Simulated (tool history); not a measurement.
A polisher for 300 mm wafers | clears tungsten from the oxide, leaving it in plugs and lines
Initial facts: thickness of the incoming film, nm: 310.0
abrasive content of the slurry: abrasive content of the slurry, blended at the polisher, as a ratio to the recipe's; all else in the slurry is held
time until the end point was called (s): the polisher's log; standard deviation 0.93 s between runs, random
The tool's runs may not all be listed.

run	hour	flow of slurry (ml/min)	pressure of the wafer on the pad (kPa)	speed of the pad under the wafer (m/s)	abrasive content of the slurry	overpolish time after the end point (s)	time until the end point was called (s)
1	0.0	145	20.0	0.90	1.0	6	89.505
2	5.3	145	20.7	0.90	1.0	6	88.000
3	8.7	145	20.7	0.80	1.0	6	94.866
4	12.4	145	23.4	0.80	1.0	6	85.012
5	14.5	145	24.1	0.80	1.0	6	83.966
6	18.9	180	24.1	0.80	1.0	6	79.959
7	24.0	180	24.8	0.80	1.0	6	78.232
8	31.3	180	24.8	0.80	1.0	6	77.612

Estimate the outcome of run 9 from the log above:
9	34.6	180	25.5	0.80	1.0	6	?

{"run 9": {"time until the end point was called (s)": 76.437}}
